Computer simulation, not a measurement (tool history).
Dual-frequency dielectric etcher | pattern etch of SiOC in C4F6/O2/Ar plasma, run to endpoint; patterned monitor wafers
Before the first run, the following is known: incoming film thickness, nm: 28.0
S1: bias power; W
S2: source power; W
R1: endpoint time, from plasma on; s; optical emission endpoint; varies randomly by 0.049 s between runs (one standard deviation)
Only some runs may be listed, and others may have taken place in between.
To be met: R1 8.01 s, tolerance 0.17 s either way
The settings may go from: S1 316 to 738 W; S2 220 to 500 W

run  hour   S1   S2      R1
  1     0  527  360  9.2529
  2   8.8  527  320  9.7232
  3  15.9  527  260  10.912
  4  21.1  453  260   11.65
  5  23.2  533  260  10.868
  6  32.1  463  260  11.659
  7  41.1  512  270  10.813
  8  49.5  552  280  10.261
  9  53.2  585  290  9.7704
 10  54.8  585  290  9.7658
 11  61.1  612  300  9.5301
 12  68.5  634  310  9.1764
 13  69.1  652  320  8.8906
 14    70  667  330  8.6219
 15  74.2  679  330  8.5763
 16  74.9  679  330  8.6286
 17  78.4  738  370  7.8107
       86  -- bias power generator calibrated
 18    86  733  370   7.762

Of the 5 settings listed for the next run, only one would bring every result within its allowed miss of target. Which one?
  A  93.6  712  390   ?
  B  93.6  738  370   ?
  C  93.6  690  360   ?
  D  93.6  711  330   ?
  E  93.6  738  380   ?

move      R1
   A  7.6758
   B   7.745
   C   8.083
   D  8.3204
   E  7.6482
A: further off than the last run
B: further off than the last run
C: each result inside its tolerance
D: pushes the last run's worst result past its target
E: further off than the last run
So the answer is move C, the one that meets all the targets.
